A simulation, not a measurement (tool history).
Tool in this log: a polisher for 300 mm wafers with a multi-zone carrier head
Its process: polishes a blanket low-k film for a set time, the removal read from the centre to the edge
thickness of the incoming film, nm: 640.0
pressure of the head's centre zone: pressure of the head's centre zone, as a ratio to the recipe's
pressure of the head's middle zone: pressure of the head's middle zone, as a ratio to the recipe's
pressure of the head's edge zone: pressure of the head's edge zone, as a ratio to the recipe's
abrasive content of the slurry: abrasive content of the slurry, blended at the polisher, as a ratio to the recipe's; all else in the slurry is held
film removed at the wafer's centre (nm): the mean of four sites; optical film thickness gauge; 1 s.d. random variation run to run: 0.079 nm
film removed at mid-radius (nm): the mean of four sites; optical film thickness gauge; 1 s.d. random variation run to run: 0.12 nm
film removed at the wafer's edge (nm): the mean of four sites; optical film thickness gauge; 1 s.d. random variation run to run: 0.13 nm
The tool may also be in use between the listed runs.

run  hour  flow of slurry (ml/min)  pressure of the head's centre zone  pressure of the head's middle zone  pressure of the head's edge zone  abrasive content of the slurry  polishing time (s)  film removed at the wafer's centre (nm)  film removed at mid-radius (nm)  film removed at the wafer's edge (nm)
  1   0.0                      230                                1.00                                1.00                              1.00                            1.00                  46                                  10.9240                          10.8950                                11.3160
  2   4.2                      230                                1.01                                1.01                              0.97                            0.95                  46                                  10.8480                          10.9780                                10.9730
  3  13.1                      270                                1.01                                1.01                              0.97                            0.95                  46                                  10.9760                          11.4790                                11.2570
  4  20.6                      270                                1.01                                0.93                              0.97                            0.95                  46                                  10.9880                          10.5110                                11.0540
  5  26.1                      310                                1.01                                0.93                              0.97                            0.95                  46                                  11.2990                          10.7090                                11.1930
  6  27.3                      310                                1.02                                0.94                              0.94                            0.90                  46                                  11.1880                          10.6500                                10.7810
  7  30.5                      305                                1.02                                0.95                              0.92                            0.85                  46                                  10.9250                          10.2700                                10.3510
  8  34.9                      305                                1.02                                0.97                              0.90                            0.80                  46                                  10.5410                          10.1560                                10.1300
  9  42.1                      310                                1.03                                0.99                              0.88                            0.75                  46                                  10.3100                           9.9870                                 9.5111
 10  48.1                      310                                1.03                                1.00                              0.87                            0.75                  46                                  10.1540                          10.2960                                 9.7003
 11  54.1                      310                                1.04                                1.01                              0.86                            0.70                  46                                   9.9549                           9.9794                                 9.5389
 12  62.7                      310                                1.04                                1.01                              0.86                            0.70                  46                                   9.8886                           9.8875                                 9.3750
 13  65.7                      320                                1.05                                1.02                              0.85                            0.70                  46                                  10.1000                           9.9422                                 9.2116
 14  73.6                      320                                1.05                                1.03                              0.84                            0.70                  46                                  10.0370                          10.0680                                 9.2115
 15  80.0                      320                                1.05                                1.04                              0.83                            0.70                  46                                  10.0800                           9.9334                                 9.2403
 16  86.2                      325                                1.05                                1.05                              0.83                            0.70                  46                                  10.1030                          10.1640                                 9.3957
 17  94.6                      320                                1.06                                1.06                              0.83                            0.70                  46                                  10.0470                          10.3760                                 9.0842

Expected results for the next run?
 18  103.6                      315                                1.06                                1.06                              0.82                            0.70                  46                                        ?                                ?                                      ?

{"run 18": {"film removed at the wafer's centre (nm)": 10.08, "film removed at mid-radius (nm)": 10.203, "film removed at the wafer's edge (nm)": 8.8444}}
